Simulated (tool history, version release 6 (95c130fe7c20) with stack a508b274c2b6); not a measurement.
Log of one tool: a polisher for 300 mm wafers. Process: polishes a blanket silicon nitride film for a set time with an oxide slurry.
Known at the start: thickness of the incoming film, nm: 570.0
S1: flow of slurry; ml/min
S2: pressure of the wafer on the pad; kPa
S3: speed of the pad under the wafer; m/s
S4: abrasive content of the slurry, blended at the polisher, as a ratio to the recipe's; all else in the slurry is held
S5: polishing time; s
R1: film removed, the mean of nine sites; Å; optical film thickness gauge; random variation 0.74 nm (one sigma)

| run | hour | S1 | S2 | S3 | S4 | S5 | R1 |
|---|---|---|---|---|---|---|---|
| 1 | 0 | 235 | 31 | 1.3 | 1 | 49 | 495.54 |
| 2 | 4.3 | 235 | 31 | 1.3 | 1.15 | 49 | 515.56 |
| 3 | 12.8 | 235 | 33.1 | 1.3 | 1.15 | 49 | 549.95 |
| 4 | 15.3 | 235 | 34.5 | 1.3 | 1.15 | 49 | 574.93 |
| 5 | 16.9 | 235 | 34.5 | 1.3 | 1.15 | 51 | 598.24 |
| 6 | 22.5 | 235 | 35.9 | 1.3 | 1.15 | 51 | 619.39 |
| 7 | 27 | 235 | 37.2 | 1.3 | 1.15 | 51 | 649.64 |
| 8 | 31.5 | 235 | 37.9 | 1.3 | 1.15 | 51 | 658.85 |
| 9 | 33.5 | 235 | 38.6 | 1.3 | 1.15 | 51 | 671.94 |
| 10 | 36.3 | 235 | 39.3 | 1.3 | 1.15 | 51 | 676.66 |
| 11 | 43 | 235 | 40 | 1.3 | 1.15 | 51 | 692.86 |
| 12 | 47.7 | 235 | 40.7 | 1.3 | 1.15 | 51 | 708.99 |
| 13 | 54.6 | 235 | 41.4 | 1.3 | 1.15 | 51 | 717.56 |
| 14 | 57.3 | 235 | 42.1 | 1.3 | 1.15 | 51 | 724.73 |
| 15 | 62.5 | 235 | 42.7 | 1.3 | 1.15 | 51 | 729.89 |
| 16 | 65.1 | 235 | 43.4 | 1.3 | 1.15 | 51 | 745.33 |
| 17 | 65.7 | 235 | 44.1 | 1.3 | 1.15 | 51 | 772.65 |

Forecast run 18:
| 18 | 70.3 | 240 | 45.5 | 1.3 | 1.15 | 51 | ? |

{"run 18": {"R1": 792.4}}

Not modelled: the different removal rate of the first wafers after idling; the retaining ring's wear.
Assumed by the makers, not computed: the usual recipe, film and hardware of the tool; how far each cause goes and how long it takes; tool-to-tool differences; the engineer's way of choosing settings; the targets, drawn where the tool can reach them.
